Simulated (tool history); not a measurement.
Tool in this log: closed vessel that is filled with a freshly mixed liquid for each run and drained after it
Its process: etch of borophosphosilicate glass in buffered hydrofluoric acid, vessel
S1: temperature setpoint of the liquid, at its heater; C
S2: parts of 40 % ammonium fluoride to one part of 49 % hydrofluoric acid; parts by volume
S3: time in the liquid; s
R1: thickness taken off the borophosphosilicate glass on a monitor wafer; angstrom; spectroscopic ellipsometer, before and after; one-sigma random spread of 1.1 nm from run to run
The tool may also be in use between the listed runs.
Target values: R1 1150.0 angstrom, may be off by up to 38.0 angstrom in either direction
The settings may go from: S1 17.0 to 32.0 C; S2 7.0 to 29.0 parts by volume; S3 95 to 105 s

run	hour	S1	S2	S3	R1
1	0.0	24.0	18.0	95	1585.2
2	2.6	21.0	18.0	95	1347.5
3	8.9	23.5	18.0	95	1546.5
4	12.5	23.5	18.0	105	1737.7
5	17.9	23.0	18.0	105	1698.8
6	26.7	25.0	18.0	105	1856.2
7	33.0	24.0	18.5	105	1710.2
8	41.7	23.0	18.5	105	1607.7
9	47.3	22.5	18.5	105	1578.7
10	50.5	22.0	18.5	105	1514.6

Exercise: of the 4 proposed moves below, exactly one satisfies all targets within the stated allowed misses. Which move is it?
A	53.7	24.0	18.5	105	?
B	53.7	23.0	17.5	105	?
C	53.7	18.0	20.0	105	?
D	53.7	21.5	16.5	105	?

move	R1
A	1716.3
B	1717.4
C	1140.9
D	1677.0
A: misses by more than the last run did
B: misses by more than the last run did
C: all results land within tolerance of their targets
D: misses by more than the last run did
Move C is the one to make.
